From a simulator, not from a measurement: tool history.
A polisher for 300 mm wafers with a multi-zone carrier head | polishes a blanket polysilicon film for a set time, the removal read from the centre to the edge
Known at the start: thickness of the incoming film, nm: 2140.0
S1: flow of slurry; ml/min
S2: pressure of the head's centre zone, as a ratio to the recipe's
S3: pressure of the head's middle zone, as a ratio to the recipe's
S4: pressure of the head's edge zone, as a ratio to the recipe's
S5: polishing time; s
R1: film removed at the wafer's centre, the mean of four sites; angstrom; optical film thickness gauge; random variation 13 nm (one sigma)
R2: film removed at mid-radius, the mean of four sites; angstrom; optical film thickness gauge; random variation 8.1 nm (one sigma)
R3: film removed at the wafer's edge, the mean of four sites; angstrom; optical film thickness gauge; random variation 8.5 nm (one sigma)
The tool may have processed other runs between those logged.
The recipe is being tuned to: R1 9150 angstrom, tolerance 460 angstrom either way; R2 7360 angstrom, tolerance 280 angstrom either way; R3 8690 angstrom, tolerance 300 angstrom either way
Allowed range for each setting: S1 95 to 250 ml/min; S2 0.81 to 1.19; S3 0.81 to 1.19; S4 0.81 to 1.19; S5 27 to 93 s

run 1 hour=0 | S1=160 S2=1 S3=1 S4=1 S5=59 | R1=5503.5 R2=5453.1 R3=5414.4
run 2 hour=2.2 | S1=160 S2=1 S3=1 S4=1 S5=45 | R1=4189.9 R2=4069.7 R3=4211.9
run 3 hour=7.4 | S1=160 S2=1.06 S3=1 S4=1 S5=45 | R1=4336.1 R2=4096.4 R3=4176.7
run 4 hour=8.6 | S1=165 S2=1.07 S3=0.97 S4=1.03 S5=52 | R1=5069.5 R2=4607.9 R3=4925.4
run 5 hour=17.6 | S1=165 S2=1.11 S3=0.97 S4=1.03 S5=52 | R1=5294.2 R2=4588.3 R3=4929.6
-- hour=22.4 slurry nozzle cleaned
run 6 hour=22.4 | S1=175 S2=1.12 S3=0.96 S4=1.06 S5=56 | R1=6057.2 R2=5199.5 R3=5426.2
run 7 hour=23.3 | S1=175 S2=1.11 S3=0.94 S4=1.08 S5=60 | R1=6542.6 R2=5355.9 R3=6074.5
run 8 hour=25.8 | S1=175 S2=1.11 S3=0.94 S4=1.08 S5=60 | R1=6328.9 R2=5479.7 R3=6031.3
run 9 hour=31.5 | S1=180 S2=1.12 S3=0.93 S4=1.1 S5=63 | R1=6719.7 R2=5664.8 R3=6353.7
run 10 hour=40.1 | S1=180 S2=1.13 S3=0.92 S4=1.11 S5=66 | R1=6933.6 R2=5846.2 R3=6593.3
run 11 hour=44.9 | S1=190 S2=1.14 S3=0.91 S4=1.13 S5=68 | R1=7573.1 R2=6149.4 R3=6946.5
run 12 hour=48.8 | S1=185 S2=1.14 S3=0.91 S4=1.14 S5=70 | R1=7628.3 R2=6328.9 R3=7042.7

Which of these 5 next moves meets every target?
run A hour=52.7 | S1=175 S2=1.12 S3=0.88 S4=1.17 S5=85 | R1=? R2=? R3=?
run B hour=52.7 | S1=180 S2=1.1 S3=0.95 S4=1.15 S5=80 | R1=? R2=? R3=?
run C hour=52.7 | S1=205 S2=1.19 S3=0.96 S4=1.14 S5=77 | R1=? R2=? R3=?
run D hour=52.7 | S1=200 S2=1.17 S3=0.87 S4=1.14 S5=91 | R1=? R2=? R3=?
run E hour=52.7 | S1=200 S2=1.15 S3=0.91 S4=1.13 S5=81 | R1=? R2=? R3=?

move=A R1=8994.9 R2=7367.1 R3=8619
move=B R1=8352.5 R2=7418.3 R3=8066.9
move=C R1=8863.6 R2=7318.9 R3=7828.3
move=D R1=10257 R2=7946.3 R3=9242.2
move=E R1=8975.1 R2=7342.2 R3=8191.7
A: meets every target
B: closes in on the targets versus the last run, not all within tolerance yet
C: closes in on the targets versus the last run, not all within tolerance yet
D: moves the result that the last run missed by most past its target, out the other side
E: closes in on the targets versus the last run, not all within tolerance yet
So the answer is move A, the one that meets all the targets.
